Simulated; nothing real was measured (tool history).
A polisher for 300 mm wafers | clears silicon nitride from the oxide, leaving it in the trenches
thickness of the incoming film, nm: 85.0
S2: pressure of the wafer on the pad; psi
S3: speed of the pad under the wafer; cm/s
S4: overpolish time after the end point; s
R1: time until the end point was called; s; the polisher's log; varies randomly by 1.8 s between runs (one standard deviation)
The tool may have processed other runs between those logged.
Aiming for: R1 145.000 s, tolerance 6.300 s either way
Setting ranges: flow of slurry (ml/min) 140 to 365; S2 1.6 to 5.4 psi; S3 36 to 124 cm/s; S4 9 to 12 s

run 1 hour=0.0 | flow_of_slurry_(ml/min)=235 S2=3.5 S3=80 S4=12 | R1=95.521
run 2 hour=7.2 | flow_of_slurry_(ml/min)=235 S2=3.5 S3=88 S4=12 | R1=85.699
run 3 hour=9.1 | flow_of_slurry_(ml/min)=205 S2=3.5 S3=88 S4=12 | R1=87.037
run 4 hour=15.8 | flow_of_slurry_(ml/min)=205 S2=3.5 S3=88 S4=9 | R1=86.589
run 5 hour=23.6 | flow_of_slurry_(ml/min)=205 S2=3.5 S3=102 S4=9 | R1=74.892
run 6 hour=31.9 | flow_of_slurry_(ml/min)=205 S2=3.0 S3=98 S4=9 | R1=88.380
run 7 hour=38.4 | flow_of_slurry_(ml/min)=205 S2=2.6 S3=94 S4=9 | R1=103.360
-- hour=39.2 worn pad replaced by a new one
run 8 hour=39.2 | flow_of_slurry_(ml/min)=205 S2=2.3 S3=92 S4=9 | R1=103.030
run 9 hour=43.1 | flow_of_slurry_(ml/min)=205 S2=2.1 S3=86 S4=9 | R1=113.230
run 10 hour=44.6 | flow_of_slurry_(ml/min)=205 S2=2.0 S3=80 S4=9 | R1=132.370
run 11 hour=52.1 | flow_of_slurry_(ml/min)=205 S2=1.9 S3=80 S4=9 | R1=136.680

5 candidate next runs follow, results not yet known. Just one meets every target within its allowed miss. Identify it.
run A hour=59.6 | flow_of_slurry_(ml/min)=185 S2=1.8 S3=78 S4=9 | R1=?
run B hour=59.6 | flow_of_slurry_(ml/min)=235 S2=1.9 S3=82 S4=9 | R1=?
run C hour=59.6 | flow_of_slurry_(ml/min)=220 S2=2.0 S3=78 S4=9 | R1=?
run D hour=59.6 | flow_of_slurry_(ml/min)=270 S2=1.7 S3=86 S4=9 | R1=?
run E hour=59.6 | flow_of_slurry_(ml/min)=190 S2=2.3 S3=56 S4=9 | R1=?

move=A R1=144.830
move=B R1=129.750
move=C R1=132.300
move=D R1=131.860
move=E R1=167.360
A: each result inside its tolerance
B: the biggest miss grows against the last run
C: the biggest miss grows against the last run
D: the biggest miss grows against the last run
E: takes the biggest miss from the last run beyond its target
The right move is A.
